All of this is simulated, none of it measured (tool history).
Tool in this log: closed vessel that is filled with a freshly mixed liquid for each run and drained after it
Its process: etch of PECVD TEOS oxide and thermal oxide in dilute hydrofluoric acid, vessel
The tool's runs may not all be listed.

| run | day | temperature setpoint of the liquid (C) | parts of water to one part of 49 % hydrofluoric acid (parts by volume) | time in the liquid (s) | thickness taken off the PECVD TEOS oxide on a monitor wafer (angstrom) | thickness taken off the thermal oxide on a monitor wafer (angstrom) |
|---|---|---|---|---|---|---|
| 1 | 0 | 24 | 75 | 95 | 103.36 | 52.381 |
| 2 | 0.188 | 24 | 75 | 60 | 65.516 | 33.203 |
| 3 | 0.562 | 23 | 75 | 60 | 62.931 | 31.763 |
| 4 | 0.629 | 25 | 75 | 60 | 68.524 | 34.605 |
| 5 | 0.85 | 25 | 45 | 60 | 117.44 | 59.922 |
| 6 | 1.075 | 22 | 45 | 60 | 103.29 | 52.82 |

Forecast run 7:
| 7 | 1.329 | 21 | 50 | 60 | ? | ? |

{"run 7": {"thickness taken off the PECVD TEOS oxide on a monitor wafer (angstrom)": 90.387, "thickness taken off the thermal oxide on a monitor wafer (angstrom)": 45.4}}
